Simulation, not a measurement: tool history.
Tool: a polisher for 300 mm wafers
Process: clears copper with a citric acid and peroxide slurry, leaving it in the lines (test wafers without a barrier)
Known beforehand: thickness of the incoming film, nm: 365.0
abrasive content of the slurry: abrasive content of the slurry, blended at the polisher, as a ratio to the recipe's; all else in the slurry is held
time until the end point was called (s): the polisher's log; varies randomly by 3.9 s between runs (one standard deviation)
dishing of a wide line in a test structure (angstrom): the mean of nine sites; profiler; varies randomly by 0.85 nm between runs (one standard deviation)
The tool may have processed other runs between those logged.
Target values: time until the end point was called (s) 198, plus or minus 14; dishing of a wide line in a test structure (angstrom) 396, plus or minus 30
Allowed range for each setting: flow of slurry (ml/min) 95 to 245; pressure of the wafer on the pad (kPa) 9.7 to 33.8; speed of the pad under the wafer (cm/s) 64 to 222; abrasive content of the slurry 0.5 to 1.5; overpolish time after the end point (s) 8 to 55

| run | hour | flow of slurry (ml/min) | pressure of the wafer on the pad (kPa) | speed of the pad under the wafer (cm/s) | abrasive content of the slurry | overpolish time after the end point (s) | time until the end point was called (s) | dishing of a wide line in a test structure (angstrom) |
|---|---|---|---|---|---|---|---|---|
| 1 | 0 | 155 | 21.4 | 142 | 1 | 28 | 113.16 | 554.59 |
| 2 | 4.4 | 155 | 17.9 | 140 | 1 | 29 | 134.51 | 510.66 |
| 3 | 12.9 | 155 | 15.9 | 138 | 1 | 29 | 150.53 | 440.65 |
| 4 | 13.8 | 175 | 15.9 | 138 | 1 | 29 | 149.36 | 463.43 |
| 5 | 22.7 | 175 | 20.7 | 138 | 1 | 29 | 116.2 | 576.3 |
| 6 | 24.7 | 175 | 18.6 | 138 | 1 | 29 | 130.81 | 499.3 |
| 7 | 28.3 | 175 | 16.5 | 136 | 1 | 30 | 147.88 | 476.78 |
| 8 | 32.4 | 175 | 15.2 | 134 | 1 | 31 | 162.17 | 439.56 |
| 9 | 37.8 | 175 | 13.8 | 134 | 1 | 32 | 179.63 | 441.9 |

Which of these 4 next moves meets every target?
| A | 43.2 | 145 | 15.2 | 112 | 0.95 | 25 | ? | ? |
| B | 43.2 | 190 | 11 | 136 | 0.9 | 51 | ? | ? |
| C | 43.2 | 130 | 10.3 | 188 | 0.65 | 32 | ? | ? |
| D | 43.2 | 165 | 12.4 | 118 | 1 | 37 | ? | ? |

| move | time until the end point was called (s) | dishing of a wide line in a test structure (angstrom) |
|---|---|---|
| A | 205.46 | 325.56 |
| B | 226.87 | 501.25 |
| C | 205.59 | 385.27 |
| D | 229.11 | 401.8 |
A: takes the biggest miss from the last run beyond its target
B: its largest miss is bigger than the last run's
C: every result within its allowed miss
D: corrects the largest miss of the last run, while another result sits out of spec
Correct choice: C, which meets every target

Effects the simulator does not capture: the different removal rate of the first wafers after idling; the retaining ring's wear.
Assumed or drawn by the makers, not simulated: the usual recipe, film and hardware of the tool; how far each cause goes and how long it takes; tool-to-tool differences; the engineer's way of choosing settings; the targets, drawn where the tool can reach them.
